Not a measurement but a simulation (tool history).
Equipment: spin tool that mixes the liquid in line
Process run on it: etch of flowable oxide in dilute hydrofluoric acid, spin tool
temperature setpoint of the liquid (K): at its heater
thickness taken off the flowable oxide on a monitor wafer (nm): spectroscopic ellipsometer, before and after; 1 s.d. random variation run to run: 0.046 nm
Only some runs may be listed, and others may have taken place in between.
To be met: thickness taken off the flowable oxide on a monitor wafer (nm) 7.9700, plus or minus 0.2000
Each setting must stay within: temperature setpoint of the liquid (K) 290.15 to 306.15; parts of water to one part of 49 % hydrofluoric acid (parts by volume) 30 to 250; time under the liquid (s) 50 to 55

| run | day | temperature setpoint of the liquid (K) | parts of water to one part of 49 % hydrofluoric acid (parts by volume) | time under the liquid (s) | thickness taken off the flowable oxide on a monitor wafer (nm) |
|---|---|---|---|---|---|
| 1 | 0.000 | 298.15 | 140 | 50 | 10.3730 |
| 2 | 0.196 | 298.15 | 110 | 50 | 13.8250 |
| 3 | 0.396 | 298.15 | 110 | 50 | 13.8660 |
| 4 | 0.725 | 298.15 | 75 | 50 | 20.9710 |
| 5 | 0.992 | 296.15 | 95 | 50 | 14.9150 |
| 6 | 1.212 | 294.65 | 105 | 50 | 12.5700 |
| 7 | 1.579 | 293.15 | 110 | 50 | 11.2150 |
| 8 | 1.867 | 292.15 | 115 | 50 | 10.3080 |
| 9 | 1.938 | 291.65 | 120 | 50 | 9.5466 |
| 10 | 1.967 | 291.15 | 125 | 50 | 8.9876 |
| 11 | 2.083 | 290.65 | 125 | 50 | 8.7560 |
| 12 | 2.121 | 290.15 | 130 | 50 | 8.2445 |

Of the 4 settings listed for the next run, only one would bring every result within its allowed miss of target. Which one?
| A | 2.158 | 291.15 | 140 | 55 | ? |
| B | 2.158 | 290.15 | 125 | 50 | ? |
| C | 2.158 | 294.15 | 145 | 50 | ? |
| D | 2.158 | 290.15 | 145 | 55 | ? |

| move | thickness taken off the flowable oxide on a monitor wafer (nm) |
|---|---|
| A | 8.6526 |
| B | 8.5720 |
| C | 8.5335 |
| D | 7.9799 |
A: further off than the last run
B: further off than the last run
C: further off than the last run
D: in spec on every target
Go with D: it meets all targets.

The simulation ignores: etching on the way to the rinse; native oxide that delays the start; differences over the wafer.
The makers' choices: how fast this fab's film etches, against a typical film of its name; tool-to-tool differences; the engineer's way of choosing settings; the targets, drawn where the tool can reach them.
